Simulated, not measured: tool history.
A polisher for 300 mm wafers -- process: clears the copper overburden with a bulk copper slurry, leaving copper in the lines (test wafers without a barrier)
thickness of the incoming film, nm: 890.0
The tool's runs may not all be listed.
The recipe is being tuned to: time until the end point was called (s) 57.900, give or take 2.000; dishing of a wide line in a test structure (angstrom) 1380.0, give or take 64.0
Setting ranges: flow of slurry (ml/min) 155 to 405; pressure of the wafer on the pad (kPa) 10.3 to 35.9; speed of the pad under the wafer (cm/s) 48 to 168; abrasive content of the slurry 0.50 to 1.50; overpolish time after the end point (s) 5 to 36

run	day	flow of slurry (ml/min)	pressure of the wafer on the pad (kPa)	speed of the pad under the wafer (cm/s)	abrasive content of the slurry	overpolish time after the end point (s)	time until the end point was called (s)	dishing of a wide line in a test structure (angstrom)
1	0.000	260	22.8	108	1.00	18	77.275	1000.5
2	0.229	260	24.8	108	1.00	19	72.446	1064.8
3	0.592	260	26.9	108	1.00	20	68.615	1151.2
4	0.900	260	26.9	98	1.00	20	73.381	1138.4
5	1.204	260	26.9	98	0.90	20	73.882	1106.1
6	1.342	260	26.9	98	0.95	20	73.168	1115.2
7	1.533	260	29.0	98	0.95	21	68.271	1181.3
8	1.600	265	30.3	98	0.95	22	66.032	1231.5
9	1.729	265	31.7	98	0.95	23	64.321	1290.4
10	1.971	265	33.1	98	0.95	23	62.065	1323.1

Consider the 4 candidate settings below. Which is the only one whose results all fall within their allowed miss of target?
A	2.212	190	35.9	104	0.95	23	?	?
B	2.212	245	35.2	108	0.90	32	?	?
C	2.212	285	32.4	106	1.10	19	?	?
D	2.212	230	35.9	120	1.00	30	?	?

move	time until the end point was called (s)	dishing of a wide line in a test structure (angstrom)
A	58.942	1364.1
B	57.575	1529.9
C	58.630	1238.8
D	52.370	1547.5
A: in spec on every target
B: gets the furthest-off result to its target, but another result is out of tolerance
C: gets the furthest-off result to its target, but another result is out of tolerance
D: takes the result that was furthest off past its target
The right move is A.
